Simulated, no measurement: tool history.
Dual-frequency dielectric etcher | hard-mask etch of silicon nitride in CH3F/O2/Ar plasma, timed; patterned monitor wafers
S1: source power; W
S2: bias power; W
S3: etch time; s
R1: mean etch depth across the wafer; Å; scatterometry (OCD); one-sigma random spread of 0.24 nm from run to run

run 1 hour=0.0 | S1=300 S2=64 S3=97.5 | R1=568.66
run 2 hour=5.5 | S1=280 S2=63 S3=97.5 | R1=549.52
run 3 hour=8.9 | S1=280 S2=58 S3=97.5 | R1=529.39
run 4 hour=16.6 | S1=270 S2=58 S3=97.5 | R1=527.92
run 5 hour=25.6 | S1=270 S2=70 S3=97.5 | R1=562.02
run 6 hour=26.9 | S1=270 S2=80 S3=97.5 | R1=589.89

Predict the results of run 7:
run 7 hour=28.4 | S1=210 S2=67 S3=93.5 | R1=?

R1: 489.39 Å
